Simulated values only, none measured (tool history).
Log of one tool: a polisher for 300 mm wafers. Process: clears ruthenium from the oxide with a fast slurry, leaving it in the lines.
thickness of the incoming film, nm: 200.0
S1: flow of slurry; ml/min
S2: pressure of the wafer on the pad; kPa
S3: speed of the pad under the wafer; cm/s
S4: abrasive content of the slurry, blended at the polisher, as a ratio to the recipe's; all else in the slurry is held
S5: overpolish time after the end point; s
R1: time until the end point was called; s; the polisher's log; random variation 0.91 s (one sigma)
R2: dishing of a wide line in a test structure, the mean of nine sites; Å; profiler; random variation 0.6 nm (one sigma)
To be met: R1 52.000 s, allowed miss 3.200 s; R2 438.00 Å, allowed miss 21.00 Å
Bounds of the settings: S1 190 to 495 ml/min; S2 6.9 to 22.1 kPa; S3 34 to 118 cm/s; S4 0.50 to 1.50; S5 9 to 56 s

{"run": 1, "hour": 0.0, "S1": 320, "S2": 14.5, "S3": 76, "S4": 1.0, "S5": 29, "R1": 79.56, "R2": 395.74}
{"run": 2, "hour": 6.5, "S1": 320, "S2": 15.9, "S3": 76, "S4": 1.0, "S5": 28, "R1": 73.578, "R2": 402.2}
{"run": 3, "hour": 8.5, "S1": 320, "S2": 15.9, "S3": 76, "S4": 1.15, "S5": 28, "R1": 67.837, "R2": 404.75}
{"run": 4, "hour": 13.4, "S1": 270, "S2": 15.9, "S3": 76, "S4": 1.15, "S5": 28, "R1": 69.704, "R2": 400.87}
{"run": 5, "hour": 18.0, "S1": 270, "S2": 15.9, "S3": 68, "S4": 1.15, "S5": 28, "R1": 77.738, "R2": 387.85}
{"run": 6, "hour": 20.2, "S1": 270, "S2": 15.9, "S3": 68, "S4": 1.15, "S5": 35, "R1": 77.262, "R2": 422.93}
{"run": 7, "hour": 26.3, "S1": 270, "S2": 17.2, "S3": 68, "S4": 1.15, "S5": 33, "R1": 70.503, "R2": 426.61}
{"run": 8, "hour": 29.4, "S1": 270, "S2": 17.9, "S3": 68, "S4": 1.15, "S5": 32, "R1": 68.503, "R2": 433.65}
{"run": 9, "hour": 35.6, "S1": 270, "S2": 18.6, "S3": 68, "S4": 1.15, "S5": 30, "R1": 65.235, "R2": 437.64}
{"run": 10, "hour": 43.5, "S1": 270, "S2": 22.1, "S3": 72, "S4": 1.15, "S5": 20, "R1": 52.465, "R2": 394.97}
{"run": 11, "hour": 48.0, "S1": 270, "S2": 22.1, "S3": 72, "S4": 1.15, "S5": 20, "R1": 52.016, "R2": 403.77}
{"run": 12, "hour": 52.0, "S1": 270, "S2": 22.1, "S3": 72, "S4": 1.15, "S5": 21, "R1": 54.157, "R2": 398.96}

4 next moves are on the table. One of them brings every result within its allowed miss. Which?
{"run": "A", "hour": 56.0, "S1": 320, "S2": 22.1, "S3": 72, "S4": 1.15, "S5": 26, "R1": "?", "R2": "?"}
{"run": "B", "hour": 56.0, "S1": 285, "S2": 20.7, "S3": 68, "S4": 1.05, "S5": 31, "R1": "?", "R2": "?"}
{"run": "C", "hour": 56.0, "S1": 295, "S2": 22.1, "S3": 74, "S4": 1.15, "S5": 19, "R1": "?", "R2": "?"}
{"run": "D", "hour": 56.0, "S1": 235, "S2": 19.3, "S3": 76, "S4": 1.2, "S5": 34, "R1": "?", "R2": "?"}

move=A R1=53.374 R2=447.35
move=B R1=62.546 R2=450.37
move=C R1=52.325 R2=391.85
move=D R1=58.531 R2=476.27
A: meets every target
B: brings the result that was furthest off to its target, and leaves another outside
C: further off than the last run
D: takes the result that was furthest off past its target
Answer: A

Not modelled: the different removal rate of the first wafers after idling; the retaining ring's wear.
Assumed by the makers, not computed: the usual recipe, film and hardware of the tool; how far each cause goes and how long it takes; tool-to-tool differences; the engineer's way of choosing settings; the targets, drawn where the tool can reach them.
